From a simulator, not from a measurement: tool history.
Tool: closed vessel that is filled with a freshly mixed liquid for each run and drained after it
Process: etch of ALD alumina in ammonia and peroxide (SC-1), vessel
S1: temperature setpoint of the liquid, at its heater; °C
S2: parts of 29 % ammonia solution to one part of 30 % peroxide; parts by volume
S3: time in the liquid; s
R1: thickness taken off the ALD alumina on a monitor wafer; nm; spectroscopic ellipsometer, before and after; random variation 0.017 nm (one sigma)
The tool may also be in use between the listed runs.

run  hour    S1    S2  S3      R1
  1     0    61   0.8  30  3.5318
  2   8.1    61   0.8  30  3.5311
  3  14.9  60.5   0.8  30  3.4625
  4  21.5    60   0.8  30  3.3651
  5  22.9    60  0.95  30   3.424
  6  31.5    53  0.95  30   2.368
  7  32.3  53.5  0.95  30  2.4106
     33.4  -- new drum of ammonia solution connected
  8  33.4    54  0.95  30  2.5346

The next listed run, before its measurement:
  9  42.3  54.5  0.95  30   ?

{"run 9": {"R1": 2.59}}
